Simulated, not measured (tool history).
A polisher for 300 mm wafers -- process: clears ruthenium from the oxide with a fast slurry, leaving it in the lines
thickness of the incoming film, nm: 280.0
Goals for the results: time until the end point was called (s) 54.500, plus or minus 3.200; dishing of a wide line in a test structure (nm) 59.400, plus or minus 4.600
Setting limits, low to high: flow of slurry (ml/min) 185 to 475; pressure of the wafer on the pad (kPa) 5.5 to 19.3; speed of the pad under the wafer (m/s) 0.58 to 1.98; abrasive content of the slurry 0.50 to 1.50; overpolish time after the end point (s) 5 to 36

run  hour  flow of slurry (ml/min)  pressure of the wafer on the pad (kPa)  speed of the pad under the wafer (m/s)  abrasive content of the slurry  overpolish time after the end point (s)  time until the end point was called (s)  dishing of a wide line in a test structure (nm)
  1   0.0                      305                                    12.4                                    1.28                            1.00                                       18                                   74.995                                           43.915
  2   6.4                      305                                    13.8                                    1.30                            1.00                                       19                                   65.560                                           52.379
  3  11.5                      305                                    14.5                                    1.30                            1.00                                       19                                   63.917                                           53.476
  4  19.8                      305                                    15.2                                    1.30                            1.00                                       19                                   60.866                                           53.527
  5  21.0                      305                                    15.9                                    1.30                            1.00                                       19                                   60.525                                           53.752
  6  27.9                      305                                    15.9                                    1.16                            1.00                                       19                                   65.768                                           49.576
  7  36.7                      305                                    15.9                                    1.16                            1.00                                       19                                   66.910                                           49.900
  8  37.9                      305                                    15.9                                    1.16                            1.00                                       19                                   65.987                                           51.975
  9  43.0                      305                                    16.5                                    1.18                            1.00                                       19                                   60.975                                           51.830

Which single option among these 5 for the next run brings every result within its allowed miss of target? Just one does.
  A  48.1                      320                                    15.9                                    1.08                            0.95                                       23                                        ?                                                ?
  B  48.1                      275                                    15.9                                    1.06                            1.05                                       24                                        ?                                                ?
  C  48.1                      380                                    17.2                                    1.10                            0.70                                       31                                        ?                                                ?
  D  48.1                      290                                    17.9                                    1.26                            1.00                                       20                                        ?                                                ?
  E  48.1                      325                                    16.5                                    1.10                            1.00                                       17                                        ?                                                ?

move  time until the end point was called (s)  dishing of a wide line in a test structure (nm)
   A                                   69.842                                           54.546
   B                                   68.495                                           56.707
   C                                   75.280                                           62.374
   D                                   52.421                                           59.692
   E                                   63.948                                           47.285
A: moves away from the targets compared with the last run
B: moves away from the targets compared with the last run
C: moves away from the targets compared with the last run
D: all results in spec
E: moves away from the targets compared with the last run
So the answer is move D, the one that meets all the targets.
